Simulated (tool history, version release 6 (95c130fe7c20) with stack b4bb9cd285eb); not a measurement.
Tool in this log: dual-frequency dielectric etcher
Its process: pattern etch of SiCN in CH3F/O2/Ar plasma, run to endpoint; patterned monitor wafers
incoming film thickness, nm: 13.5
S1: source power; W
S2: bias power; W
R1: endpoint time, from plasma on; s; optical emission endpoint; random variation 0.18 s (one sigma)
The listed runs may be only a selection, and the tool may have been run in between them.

run 1 hour=0.0 | S1=540 S2=93 | R1=28.155
run 2 hour=5.0 | S1=560 S2=95 | R1=27.694
run 3 hour=9.2 | S1=580 S2=97 | R1=27.267
run 4 hour=11.0 | S1=580 S2=91 | R1=27.830
run 5 hour=16.5 | S1=600 S2=94 | R1=27.197
run 6 hour=24.0 | S1=620 S2=96 | R1=26.465
run 7 hour=26.8 | S1=640 S2=97 | R1=25.817
run 8 hour=35.4 | S1=650 S2=98 | R1=25.541
run 9 hour=38.3 | S1=660 S2=98 | R1=26.098

What will run 10 give?
run 10 hour=40.6 | S1=670 S2=100 | R1=?

Run 10 gave R1 25.435 s.

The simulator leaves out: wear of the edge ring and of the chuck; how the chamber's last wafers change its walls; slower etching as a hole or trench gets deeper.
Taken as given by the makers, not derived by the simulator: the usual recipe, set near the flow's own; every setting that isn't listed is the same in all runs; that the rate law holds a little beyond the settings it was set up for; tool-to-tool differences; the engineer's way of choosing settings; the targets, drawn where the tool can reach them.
